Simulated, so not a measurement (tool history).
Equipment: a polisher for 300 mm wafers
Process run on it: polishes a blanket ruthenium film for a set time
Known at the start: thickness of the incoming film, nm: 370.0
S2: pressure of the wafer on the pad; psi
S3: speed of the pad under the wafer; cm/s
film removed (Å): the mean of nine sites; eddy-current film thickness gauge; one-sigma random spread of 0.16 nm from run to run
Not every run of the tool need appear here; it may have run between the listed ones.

{"run": 1, "day": 0.0, "flow of slurry (ml/min)": 255, "S2": 2.6, "S3": 118, "polishing time (s)": 35, "film removed (Å)": 527.13}
{"run": 2, "day": 0.092, "flow of slurry (ml/min)": 255, "S2": 2.3, "S3": 112, "polishing time (s)": 35, "film removed (Å)": 456.68}
{"run": 3, "day": 0.296, "flow of slurry (ml/min)": 255, "S2": 2.1, "S3": 106, "polishing time (s)": 35, "film removed (Å)": 392.32}
{"run": 4, "day": 0.471, "flow of slurry (ml/min)": 255, "S2": 1.9, "S3": 102, "polishing time (s)": 35, "film removed (Å)": 354.63}
{"run": 5, "day": 0.833, "flow of slurry (ml/min)": 255, "S2": 1.8, "S3": 100, "polishing time (s)": 35, "film removed (Å)": 330.65}
{"run": 6, "day": 0.921, "flow of slurry (ml/min)": 255, "S2": 1.8, "S3": 100, "polishing time (s)": 32, "film removed (Å)": 302.55}
{"run": 7, "day": 1.25, "flow of slurry (ml/min)": 255, "S2": 1.7, "S3": 100, "polishing time (s)": 32, "film removed (Å)": 289.01}

What does the tool deliver on the next run?
{"run": 8, "day": 1.562, "flow of slurry (ml/min)": 255, "S2": 1.6, "S3": 100, "polishing time (s)": 32, "film removed (Å)": "?"}

film removed (Å): 269.71
